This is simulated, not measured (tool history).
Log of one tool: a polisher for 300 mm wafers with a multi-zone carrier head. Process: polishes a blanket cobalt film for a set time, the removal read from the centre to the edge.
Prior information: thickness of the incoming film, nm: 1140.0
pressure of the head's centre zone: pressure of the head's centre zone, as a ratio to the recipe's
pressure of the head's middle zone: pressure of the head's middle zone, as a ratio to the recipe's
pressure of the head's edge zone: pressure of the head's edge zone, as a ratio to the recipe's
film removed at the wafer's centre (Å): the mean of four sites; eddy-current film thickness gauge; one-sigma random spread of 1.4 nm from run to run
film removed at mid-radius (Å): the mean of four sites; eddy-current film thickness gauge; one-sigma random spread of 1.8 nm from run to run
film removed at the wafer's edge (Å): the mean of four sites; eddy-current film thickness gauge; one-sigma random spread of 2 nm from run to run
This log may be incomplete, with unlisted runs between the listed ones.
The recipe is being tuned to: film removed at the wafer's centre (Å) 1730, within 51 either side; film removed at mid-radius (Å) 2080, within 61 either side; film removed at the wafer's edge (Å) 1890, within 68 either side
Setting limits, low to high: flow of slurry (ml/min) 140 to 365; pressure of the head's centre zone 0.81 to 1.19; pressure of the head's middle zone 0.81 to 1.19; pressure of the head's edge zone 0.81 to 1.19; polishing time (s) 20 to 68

| run | hour | flow of slurry (ml/min) | pressure of the head's centre zone | pressure of the head's middle zone | pressure of the head's edge zone | polishing time (s) | film removed at the wafer's centre (Å) | film removed at mid-radius (Å) | film removed at the wafer's edge (Å) |
|---|---|---|---|---|---|---|---|---|---|
| 1 | 0 | 235 | 1 | 1 | 1 | 44 | 2200.4 | 2147.8 | 2233.2 |
| 2 | 3.5 | 180 | 1 | 1 | 1 | 44 | 2140.1 | 2098.8 | 2149.9 |
| 3 | 8.7 | 180 | 1 | 1 | 1 | 49 | 2362.3 | 2372.7 | 2424.2 |
| 4 | 9.7 | 180 | 1 | 1 | 1 | 38 | 1842.6 | 1841.4 | 1854.9 |
| 5 | 16.7 | 180 | 0.99 | 1.02 | 1 | 38 | 1838.4 | 1875.8 | 1871.4 |
| 6 | 22.1 | 180 | 0.99 | 1.02 | 1 | 48 | 2299.2 | 2341.4 | 2345.1 |
| 7 | 26.6 | 175 | 0.97 | 1.02 | 0.98 | 47 | 2219.5 | 2323.9 | 2302.8 |
| 8 | 27.8 | 175 | 0.97 | 1.02 | 0.98 | 47 | 2201.5 | 2312.4 | 2285.8 |

5 next moves are on the table. One of them brings every result within its allowed miss. Which?
| A | 29 | 160 | 0.91 | 1.11 | 0.96 | 40 | ? | ? | ? |
| B | 29 | 140 | 0.91 | 0.93 | 1.01 | 43 | ? | ? | ? |
| C | 29 | 140 | 0.93 | 0.97 | 0.98 | 43 | ? | ? | ? |
| D | 29 | 205 | 0.93 | 0.97 | 1.04 | 40 | ? | ? | ? |
| E | 29 | 165 | 0.93 | 1.05 | 1.12 | 40 | ? | ? | ? |

| move | film removed at the wafer's centre (Å) | film removed at mid-radius (Å) | film removed at the wafer's edge (Å) |
|---|---|---|---|
| A | 1725.8 | 2125.1 | 1893.2 |
| B | 1826.7 | 1941.8 | 2068.9 |
| C | 1867.7 | 2011.4 | 2039.2 |
| D | 1807.5 | 1938.5 | 2001.8 |
| E | 1769 | 2031.8 | 2041.9 |
A: all results in spec
B: closes in on the targets versus the last run, not all within tolerance yet
C: closes in on the targets versus the last run, not all within tolerance yet
D: closes in on the targets versus the last run, not all within tolerance yet
E: gets the furthest-off result to its target, but another result is out of tolerance
Answer: A
